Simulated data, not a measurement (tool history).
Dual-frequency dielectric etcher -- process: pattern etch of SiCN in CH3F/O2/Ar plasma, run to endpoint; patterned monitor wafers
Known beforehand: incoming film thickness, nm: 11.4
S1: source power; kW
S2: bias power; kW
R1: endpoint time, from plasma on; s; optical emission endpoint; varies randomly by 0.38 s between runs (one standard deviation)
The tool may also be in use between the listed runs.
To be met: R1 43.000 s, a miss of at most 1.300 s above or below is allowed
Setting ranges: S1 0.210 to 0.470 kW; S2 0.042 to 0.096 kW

{"run": 1, "hour": 0.0, "S1": 0.34, "S2": 0.069, "R1": 32.891}
{"run": 2, "hour": 7.7, "S1": 0.37, "S2": 0.069, "R1": 31.199}
{"run": 3, "hour": 13.9, "S1": 0.35, "S2": 0.066, "R1": 33.085}
{"run": 4, "hour": 14.5, "S1": 0.32, "S2": 0.066, "R1": 34.685}
{"run": 5, "hour": 21.0, "S1": 0.32, "S2": 0.076, "R1": 32.77}
{"run": 6, "hour": 30.0, "S1": 0.3, "S2": 0.073, "R1": 35.387}
{"run": 7, "hour": 37.8, "S1": 0.29, "S2": 0.072, "R1": 36.247}
{"run": 8, "hour": 44.9, "S1": 0.28, "S2": 0.071, "R1": 37.086}
{"hour": 50.2, "done": "wet clean of the chamber"}
{"run": 9, "hour": 50.2, "S1": 0.27, "S2": 0.071, "R1": 39.042}
{"run": 10, "hour": 53.3, "S1": 0.26, "S2": 0.071, "R1": 40.447}

Exactly one of the 5 candidate moves below puts every result within its allowed miss. Which one?
{"run": "A", "hour": 56.4, "S1": 0.24, "S2": 0.074, "R1": "?"}
{"run": "B", "hour": 56.4, "S1": 0.27, "S2": 0.076, "R1": "?"}
{"run": "C", "hour": 56.4, "S1": 0.3, "S2": 0.082, "R1": "?"}
{"run": "D", "hour": 56.4, "S1": 0.32, "S2": 0.07, "R1": "?"}
{"run": "E", "hour": 56.4, "S1": 0.26, "S2": 0.076, "R1": "?"}

move=A R1=42.989
move=B R1=39.077
move=C R1=35.582
move=D R1=35.786
move=E R1=40.144
A: meets every target
B: misses by more than the last run did
C: misses by more than the last run did
D: misses by more than the last run did
E: misses by more than the last run did
The move that meets every target is A.
